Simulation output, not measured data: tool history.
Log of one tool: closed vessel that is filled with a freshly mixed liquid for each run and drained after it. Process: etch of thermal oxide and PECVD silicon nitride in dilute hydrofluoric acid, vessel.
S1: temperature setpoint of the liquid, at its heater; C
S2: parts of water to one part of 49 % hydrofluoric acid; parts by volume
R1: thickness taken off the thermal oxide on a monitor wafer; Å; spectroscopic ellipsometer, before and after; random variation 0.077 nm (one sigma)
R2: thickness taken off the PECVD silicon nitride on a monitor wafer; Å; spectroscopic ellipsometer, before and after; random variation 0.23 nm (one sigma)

Run 1, day 0: S1 24 C, S2 200 parts by volume, time in the liquid (s) 680. Result: R1 117.98 Å, R2 155.55 Å.
Run 2, day 0.162: S1 24 C, S2 200 parts by volume, time in the liquid (s) 440. Result: R1 76.277 Å, R2 102.21 Å.
Run 3, day 0.333: S1 24 C, S2 255 parts by volume, time in the liquid (s) 440. Result: R1 56.306 Å, R2 78.23 Å.
Run 4, day 0.504: S1 25 C, S2 200 parts by volume, time in the liquid (s) 445. Result: R1 79.961 Å, R2 110.41 Å.
Run 5, day 0.825: S1 25 C, S2 200 parts by volume, time in the liquid (s) 285. Result: R1 51.402 Å, R2 69.907 Å.
Run 6, day 0.888: S1 27 C, S2 200 parts by volume, time in the liquid (s) 285. Result: R1 54.779 Å, R2 79.539 Å.
Run 7, day 1.175: S1 29 C, S2 120 parts by volume, time in the liquid (s) 605. Result: R1 230.25 Å, R2 320.15 Å.
Run 8, day 1.342: S1 28.5 C, S2 115 parts by volume, time in the liquid (s) 600. Result: R1 235.48 Å, R2 318.64 Å.

Run 9 comes next. What will it give?
Run 9, day 1.529: S1 28.5 C, S2 115 parts by volume, time in the liquid (s) 600. Result: R1 ?, R2 ?.

R1: 236.25 Å
R2: 322.98 Å

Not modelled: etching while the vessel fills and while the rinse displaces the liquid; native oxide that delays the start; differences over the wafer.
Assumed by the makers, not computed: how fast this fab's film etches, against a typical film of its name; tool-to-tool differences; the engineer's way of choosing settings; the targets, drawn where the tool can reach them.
